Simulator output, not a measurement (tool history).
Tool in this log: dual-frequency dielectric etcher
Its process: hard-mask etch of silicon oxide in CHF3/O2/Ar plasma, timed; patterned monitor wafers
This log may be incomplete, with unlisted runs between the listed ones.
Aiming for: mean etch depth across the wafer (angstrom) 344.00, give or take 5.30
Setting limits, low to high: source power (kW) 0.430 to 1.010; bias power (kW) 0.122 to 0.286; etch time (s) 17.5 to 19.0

| run | day | source power (kW) | bias power (kW) | etch time (s) | mean etch depth across the wafer (angstrom) |
|---|---|---|---|---|---|
| 1 | 0.000 | 0.720 | 0.204 | 19.0 | 433.41 |
| 2 | 0.150 | 0.720 | 0.204 | 17.5 | 398.17 |
| 3 | 0.342 | 0.720 | 0.222 | 17.5 | 413.45 |
| 4 | 0.692 | 0.720 | 0.222 | 17.5 | 412.81 |
|  | 0.712 | wet clean of the chamber |
| 5 | 0.712 | 0.640 | 0.214 | 17.5 | 378.89 |
| 6 | 0.954 | 0.610 | 0.213 | 17.5 | 372.18 |
| 7 | 1.129 | 0.580 | 0.212 | 17.5 | 364.95 |
| 8 | 1.492 | 0.460 | 0.208 | 17.5 | 332.43 |
| 9 | 1.729 | 0.470 | 0.208 | 17.5 | 334.04 |
| 10 | 1.762 | 0.530 | 0.210 | 17.5 | 351.46 |

5 next moves are on the table. One of them brings every result within its allowed miss. Which?
| A | 1.796 | 0.450 | 0.220 | 18.5 | ? |
| B | 1.796 | 0.480 | 0.227 | 18.0 | ? |
| C | 1.796 | 0.440 | 0.184 | 18.5 | ? |
| D | 1.796 | 0.500 | 0.168 | 18.5 | ? |
| E | 1.796 | 0.530 | 0.189 | 18.0 | ? |

| move | mean etch depth across the wafer (angstrom) |
|---|---|
| A | 358.63 |
| B | 361.67 |
| C | 329.59 |
| D | 331.67 |
| E | 346.41 |
A: lands further from the targets than the last run did
B: lands further from the targets than the last run did
C: takes the result that was furthest off past its target
D: takes the result that was furthest off past its target
E: in spec on every target
Answer: E

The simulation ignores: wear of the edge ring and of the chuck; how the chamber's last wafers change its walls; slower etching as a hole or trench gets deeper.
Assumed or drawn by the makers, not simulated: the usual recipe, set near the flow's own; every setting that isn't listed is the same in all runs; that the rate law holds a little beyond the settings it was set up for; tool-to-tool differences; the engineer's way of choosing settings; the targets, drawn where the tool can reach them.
